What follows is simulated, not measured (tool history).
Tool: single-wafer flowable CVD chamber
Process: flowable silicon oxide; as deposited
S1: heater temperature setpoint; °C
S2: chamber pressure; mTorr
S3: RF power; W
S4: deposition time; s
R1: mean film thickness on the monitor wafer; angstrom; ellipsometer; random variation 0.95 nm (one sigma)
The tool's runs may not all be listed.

run	hour	S1	S2	S3	S4	R1
1	0	100	934	1540	436	3185
2	1.1	103	934	1540	436	2838.1
3	5.2	105	934	1540	436	2646.8
4	13.1	105	934	1540	449	2704
5	18.7	105	934	1540	449	2740
6	24.3	105	829	1540	449	2422.6

Forecast run 7:
7	26.1	113	828	1540	449	?

Run 7 gave R1 1809.6 angstrom.

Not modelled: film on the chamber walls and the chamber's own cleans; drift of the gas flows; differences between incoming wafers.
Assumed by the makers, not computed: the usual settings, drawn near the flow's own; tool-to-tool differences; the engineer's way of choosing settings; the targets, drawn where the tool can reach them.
